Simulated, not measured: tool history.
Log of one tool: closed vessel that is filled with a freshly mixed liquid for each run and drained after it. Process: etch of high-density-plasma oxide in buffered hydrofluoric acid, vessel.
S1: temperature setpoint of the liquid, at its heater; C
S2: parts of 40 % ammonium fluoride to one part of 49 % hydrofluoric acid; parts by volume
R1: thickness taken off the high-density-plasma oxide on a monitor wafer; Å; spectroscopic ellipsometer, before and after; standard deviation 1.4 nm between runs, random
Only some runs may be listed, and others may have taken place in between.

Run 1, day 0: S1 23 C, S2 15 parts by volume, time in the liquid (s) 95. Result: R1 1029.4 Å.
Run 2, day 0.196: S1 23 C, S2 15 parts by volume, time in the liquid (s) 95. Result: R1 1021.5 Å.
Run 3, day 0.292: S1 24.5 C, S2 15 parts by volume, time in the liquid (s) 95. Result: R1 1083.3 Å.
Run 4, day 0.442: S1 26 C, S2 14.5 parts by volume, time in the liquid (s) 95. Result: R1 1240.4 Å.
Run 5, day 0.671: S1 26 C, S2 14.5 parts by volume, time in the liquid (s) 105. Result: R1 1381.4 Å.
Run 6, day 0.892: S1 26 C, S2 16 parts by volume, time in the liquid (s) 105. Result: R1 1248.8 Å.

Run 7 is up next; what results do you expect?
Run 7, day 1.088: S1 27 C, S2 16 parts by volume, time in the liquid (s) 105. Result: R1 ?.

Run 7 produced R1 1340.6 Å.
